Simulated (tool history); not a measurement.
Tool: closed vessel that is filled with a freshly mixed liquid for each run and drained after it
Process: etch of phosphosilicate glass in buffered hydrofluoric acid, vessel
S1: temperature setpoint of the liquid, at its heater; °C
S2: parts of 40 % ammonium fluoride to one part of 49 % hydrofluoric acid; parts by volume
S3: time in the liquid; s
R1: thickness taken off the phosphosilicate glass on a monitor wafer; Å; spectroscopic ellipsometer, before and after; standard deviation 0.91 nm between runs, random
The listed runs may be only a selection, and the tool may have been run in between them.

{"run": 1, "hour": 0.0, "S1": 24, "S2": 17.5, "S3": 85, "R1": 2831.2}
{"run": 2, "hour": 7.0, "S1": 27.5, "S2": 17.5, "S3": 85, "R1": 3389.3}
{"run": 3, "hour": 9.9, "S1": 27.5, "S2": 19.5, "S3": 85, "R1": 3053.1}
{"run": 4, "hour": 12.7, "S1": 26, "S2": 19.5, "S3": 85, "R1": 2828.1}
{"run": 5, "hour": 13.2, "S1": 24.5, "S2": 19.5, "S3": 85, "R1": 2595.4}
{"run": 6, "hour": 19.9, "S1": 26.5, "S2": 19.5, "S3": 85, "R1": 2935.7}
{"run": 7, "hour": 21.9, "S1": 25, "S2": 19.5, "S3": 85, "R1": 2678.6}

The next listed run, before its measurement:
{"run": 8, "hour": 29.4, "S1": 23.5, "S2": 19.5, "S3": 85, "R1": "?"}

Run 8 produced R1 2465.8 Å.

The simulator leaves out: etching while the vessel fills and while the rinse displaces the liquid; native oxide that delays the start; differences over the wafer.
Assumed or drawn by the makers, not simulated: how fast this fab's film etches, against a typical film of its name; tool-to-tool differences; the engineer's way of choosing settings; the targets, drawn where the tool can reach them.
